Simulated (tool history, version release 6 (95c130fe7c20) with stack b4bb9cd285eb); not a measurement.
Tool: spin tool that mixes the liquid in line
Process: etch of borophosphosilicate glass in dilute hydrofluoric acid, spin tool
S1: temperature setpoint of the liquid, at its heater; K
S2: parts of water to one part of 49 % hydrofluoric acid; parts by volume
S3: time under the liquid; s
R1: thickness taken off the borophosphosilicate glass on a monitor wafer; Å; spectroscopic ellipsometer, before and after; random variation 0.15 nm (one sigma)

run  hour      S1  S2  S3      R1
  1   0.0  294.15  90  50  309.14
  2   4.9  293.65  90  50  304.68
  3  12.3  293.15  90  50  298.59
  4  13.9  291.65  90  50  280.69
  5  17.2  291.65  70  50  372.73
  6  24.2  291.65  70  55  407.28
  7  26.2  291.65  75  55  376.81
  8  27.6  291.65  80  55  351.87

The next listed run, before its measurement:
     34.8  -- thermometer replaced
  9  34.8  290.15  110  55   ?

{"run 9": {"R1": 212.45}}
